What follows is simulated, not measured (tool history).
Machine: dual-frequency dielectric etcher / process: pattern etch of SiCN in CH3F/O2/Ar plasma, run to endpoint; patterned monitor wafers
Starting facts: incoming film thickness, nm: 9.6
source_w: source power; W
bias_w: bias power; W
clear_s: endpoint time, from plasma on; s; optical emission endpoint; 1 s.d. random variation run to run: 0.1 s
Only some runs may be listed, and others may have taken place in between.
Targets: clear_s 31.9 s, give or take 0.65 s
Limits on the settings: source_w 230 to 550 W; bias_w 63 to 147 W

| run | hour | source_w | bias_w | clear_s |
|---|---|---|---|---|
| 1 | 0 | 390 | 105 | 23.256 |
| 2 | 2.1 | 360 | 98 | 25.099 |
| 3 | 4.5 | 360 | 109 | 23.653 |
| 4 | 7.8 | 390 | 109 | 22.668 |
| 5 | 8.6 | 370 | 105 | 23.925 |
| 6 | 14.2 | 370 | 95 | 24.995 |
| 7 | 19.6 | 350 | 92 | 26.223 |
| 8 | 23.9 | 330 | 90 | 27.399 |
| 9 | 27.2 | 320 | 90 | 27.803 |
| 10 | 32.4 | 310 | 90 | 28.458 |
| 11 | 36.6 | 300 | 90 | 28.841 |
| 12 | 39.2 | 290 | 90 | 29.47 |
| 13 | 46 | 280 | 90 | 30.172 |
|  | 47.8 | source power generator calibrated |
| 14 | 47.8 | 260 | 90 | 30.724 |
| 15 | 50.5 | 230 | 86 | 34.184 |
| 16 | 53.9 | 240 | 86 | 32.978 |

Below are 4 possible settings for the next run. Only one of them brings all results inside the allowed miss of their targets. Which is it?
| A | 57.3 | 250 | 89 | ? |
| B | 57.3 | 280 | 87 | ? |
| C | 57.3 | 240 | 88 | ? |
| D | 57.3 | 230 | 87 | ? |

| move | clear_s |
|---|---|
| A | 31.77 |
| B | 29.887 |
| C | 32.852 |
| D | 34.052 |
A: every result within its allowed miss
B: takes the result that was furthest off past its target
C: better than the last run, though not everything is in spec
D: its largest miss is bigger than the last run's
The move that meets every target is A.

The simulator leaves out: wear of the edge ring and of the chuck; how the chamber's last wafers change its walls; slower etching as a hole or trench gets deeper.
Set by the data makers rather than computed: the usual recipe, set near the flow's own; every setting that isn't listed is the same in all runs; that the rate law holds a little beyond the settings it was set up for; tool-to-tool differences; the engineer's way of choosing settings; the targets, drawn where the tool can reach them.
